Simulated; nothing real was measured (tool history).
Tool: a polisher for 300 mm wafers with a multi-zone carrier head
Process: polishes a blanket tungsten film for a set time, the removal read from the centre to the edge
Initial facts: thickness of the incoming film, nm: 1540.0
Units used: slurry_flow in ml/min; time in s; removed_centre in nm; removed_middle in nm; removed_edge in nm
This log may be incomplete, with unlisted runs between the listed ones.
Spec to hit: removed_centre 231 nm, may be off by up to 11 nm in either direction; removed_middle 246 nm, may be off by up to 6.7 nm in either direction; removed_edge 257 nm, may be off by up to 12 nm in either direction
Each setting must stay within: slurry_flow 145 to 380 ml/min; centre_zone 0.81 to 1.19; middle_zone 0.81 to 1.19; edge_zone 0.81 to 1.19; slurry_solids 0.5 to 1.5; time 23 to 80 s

run  hour  slurry_flow  centre_zone  middle_zone  edge_zone  slurry_solids  time  removed_centre  removed_middle  removed_edge
  1     0          245            1            1          1              1    51           301.1          291.14        303.21
  2   3.3          235         0.95         0.98       0.96            0.9    51          262.91          281.11        293.06
  3   9.9          235         0.96         0.96       0.93            0.8    50          256.37          260.98        271.39
  4    15          285         0.96         0.96       0.93            0.8    50          265.82          262.88        277.94
  5  22.9          285         0.96         1.03       0.93            0.8    50          265.26          285.39        274.45
  6  30.8          285         0.96         0.99       0.93            0.8    50          263.98          272.59        276.28
  7  33.1          280         0.94         0.97       0.91           0.75    50          252.64          264.83        264.19
  8  40.7          270         0.93         0.95       0.91           0.75    50          249.08           255.5         271.9
  9  41.9          260         0.92         0.95       0.89           0.75    50          244.77          252.84        268.32

Below are 5 possible settings for the next run. Only one of them brings all results inside the allowed miss of their targets. Which is it?
  A  43.1          320         0.88         0.92        0.9            0.8    47               ?               ?             ?
  B  43.1          250         0.81         0.91       0.96           0.85    50               ?               ?             ?
  C  43.1          245         0.94         0.92       0.88           0.65    54               ?               ?             ?
  D  43.1          265         0.99         0.93        0.9            0.8    48               ?               ?             ?
  E  43.1          210         0.81         0.97       0.95            0.9    50               ?               ?             ?

move  removed_centre  removed_middle  removed_edge
   A          232.99          244.06        258.23
   B          225.86          255.86        282.92
   C          260.51          255.98        269.89
   D          262.57          246.58        260.01
   E          224.49          267.57        281.63
A: hits every target within its allowed miss
B: the furthest-off result lands on target, but another misses its tolerance
C: misses by more than the last run did
D: misses by more than the last run did
E: the furthest-off result lands on target, but another misses its tolerance
Answer: A
